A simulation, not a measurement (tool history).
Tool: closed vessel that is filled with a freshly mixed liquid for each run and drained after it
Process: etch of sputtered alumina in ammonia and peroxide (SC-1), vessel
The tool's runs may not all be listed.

run,hour,temperature setpoint of the liquid (C),parts of 29 % ammonia solution to one part of 30 % peroxide (parts by volume),time in the liquid (s),thickness taken off the sputtered alumina on a monitor wafer (angstrom)
1,0.0,62.0,0.5,30,28.031
2,5.2,55.5,0.5,30,20.275
3,9.9,55.5,0.5,30,20.137
4,18.8,55.5,0.5,30,20.022
5,21.7,48.5,0.5,30,13.758
6,26.8,48.5,0.5,30,13.780
7,32.0,48.5,0.5,30,13.887
8,33.6,49.5,0.5,30,14.400
9,35.8,50.5,0.5,30,15.379
10,44.2,51.0,0.5,30,15.809
11,49.1,51.5,0.5,30,16.413
12,51.1,52.0,0.5,30,16.846

Run 13 comes next. What will it give?
13,58.7,52.5,0.5,30,?

thickness taken off the sputtered alumina on a monitor wafer (angstrom): 16.974
